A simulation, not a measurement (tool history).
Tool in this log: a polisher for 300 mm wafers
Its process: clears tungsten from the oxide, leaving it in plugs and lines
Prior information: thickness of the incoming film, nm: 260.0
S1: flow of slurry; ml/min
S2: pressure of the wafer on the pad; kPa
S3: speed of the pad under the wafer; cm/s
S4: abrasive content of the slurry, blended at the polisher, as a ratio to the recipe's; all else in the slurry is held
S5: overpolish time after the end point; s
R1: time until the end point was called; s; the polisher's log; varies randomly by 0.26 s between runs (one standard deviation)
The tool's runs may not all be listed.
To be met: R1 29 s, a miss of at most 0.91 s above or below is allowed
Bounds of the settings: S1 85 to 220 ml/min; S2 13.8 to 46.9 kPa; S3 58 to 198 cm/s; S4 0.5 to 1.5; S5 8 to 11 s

| run | day | S1 | S2 | S3 | S4 | S5 | R1 |
|---|---|---|---|---|---|---|---|
| 1 | 0 | 140 | 30.3 | 128 | 1 | 11 | 35.089 |
| 2 | 0.125 | 140 | 30.3 | 128 | 1.05 | 11 | 35.085 |
| 3 | 0.425 | 155 | 30.3 | 128 | 1.05 | 11 | 34.488 |
| 4 | 0.625 | 155 | 30.3 | 128 | 0.9 | 11 | 35.17 |
| 5 | 0.983 | 155 | 31 | 128 | 0.9 | 11 | 34.609 |
| 6 | 1.058 | 155 | 31 | 128 | 0.75 | 11 | 34.996 |
| 7 | 1.362 | 155 | 31.7 | 128 | 0.75 | 11 | 34.931 |
| 8 | 1.55 | 160 | 32.4 | 128 | 0.75 | 11 | 34.71 |
| 9 | 1.683 | 160 | 33.1 | 128 | 0.75 | 11 | 33.377 |

Exercise: of the 5 proposed moves below, exactly one satisfies all targets within the stated allowed misses. Which move is it?
| A | 1.817 | 145 | 35.9 | 140 | 0.7 | 11 | ? |
| B | 1.817 | 165 | 29.6 | 132 | 0.9 | 11 | ? |
| C | 1.817 | 170 | 34.5 | 150 | 0.85 | 11 | ? |
| D | 1.817 | 155 | 33.8 | 132 | 0.8 | 8 | ? |
| E | 1.817 | 180 | 26.2 | 142 | 0.8 | 11 | ? |

| move | R1 |
|---|---|
| A | 29.541 |
| B | 35.162 |
| C | 27.009 |
| D | 31.998 |
| E | 37.17 |
A: each result inside its tolerance
B: lands further from the targets than the last run did
C: moves the result that the last run missed by most past its target, out the other side
D: nearer the targets than the last run, but a result is still out of spec
E: lands further from the targets than the last run did
Move A is the one to make.
